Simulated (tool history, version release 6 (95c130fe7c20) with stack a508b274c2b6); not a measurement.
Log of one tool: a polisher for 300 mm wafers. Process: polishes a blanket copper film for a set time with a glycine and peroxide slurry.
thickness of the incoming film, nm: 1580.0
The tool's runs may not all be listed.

run,day,flow of slurry (ml/min),pressure of the wafer on the pad (kPa),speed of the pad under the wafer (cm/s),polishing time (s),film removed (nm)
1,0.000,270,17.9,130,102,694.74
2,0.046,270,17.9,148,102,769.72
3,0.392,270,14.5,148,102,634.56
4,0.533,270,15.9,148,102,695.54
5,0.775,335,15.9,148,102,713.37
6,0.954,335,17.9,148,102,780.39
7,1.175,335,19.3,150,102,852.00
8,1.217,335,20.7,150,102,914.50
9,1.492,335,22.1,150,102,946.83
10,1.646,335,22.1,150,102,967.42

The next listed run, before its measurement:
11,1.908,335,22.8,152,102,?

{"run 11": {"film removed (nm)": 994.33}}

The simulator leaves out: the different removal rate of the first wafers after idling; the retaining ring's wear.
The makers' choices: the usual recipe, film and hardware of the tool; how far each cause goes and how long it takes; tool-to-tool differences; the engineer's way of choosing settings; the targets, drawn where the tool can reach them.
